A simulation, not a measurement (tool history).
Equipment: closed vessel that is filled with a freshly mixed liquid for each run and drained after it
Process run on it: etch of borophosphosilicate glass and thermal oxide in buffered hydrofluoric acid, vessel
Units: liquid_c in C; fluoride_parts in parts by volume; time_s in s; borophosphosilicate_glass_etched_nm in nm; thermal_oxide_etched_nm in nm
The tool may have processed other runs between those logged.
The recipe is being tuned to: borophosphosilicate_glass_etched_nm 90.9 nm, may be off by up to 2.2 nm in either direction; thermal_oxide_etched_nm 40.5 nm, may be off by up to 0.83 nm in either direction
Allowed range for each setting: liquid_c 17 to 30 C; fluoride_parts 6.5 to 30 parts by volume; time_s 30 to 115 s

run	hour	liquid_c	fluoride_parts	time_s	borophosphosilicate_glass_etched_nm	thermal_oxide_etched_nm
1	0	22	19.5	60	64.582	29.317
2	1.2	22	19.5	75	81.435	36.577
3	9.9	22.5	19.5	75	83.586	37.628
4	13.9	22.5	19.5	90	99.465	45.103
5	20.1	22.5	14	90	138.37	62.243
6	28.5	21	14.5	90	122.44	55.325
7	33.4	20	15	90	111.54	51.005
8	35.1	19.5	15.5	90	106.38	47.555
9	36.1	19	15.5	90	104.53	46.461
10	41.5	18.5	15.5	90	100.34	45.017

Of the 4 settings listed for the next run, only one would bring every result within its allowed miss of target. Which one?
A	46.9	21.5	13	75	?	?
B	46.9	17	20.5	115	?	?
C	46.9	21	18.5	100	?	?
D	46.9	23.5	16.5	85	?	?

move	borophosphosilicate_glass_etched_nm	thermal_oxide_etched_nm
A	118.07	53.01
B	90.425	40.56
C	108.06	48.579
D	117.94	53.076
A: lands further from the targets than the last run did
B: every result within its allowed miss
C: lands further from the targets than the last run did
D: lands further from the targets than the last run did
Answer: B
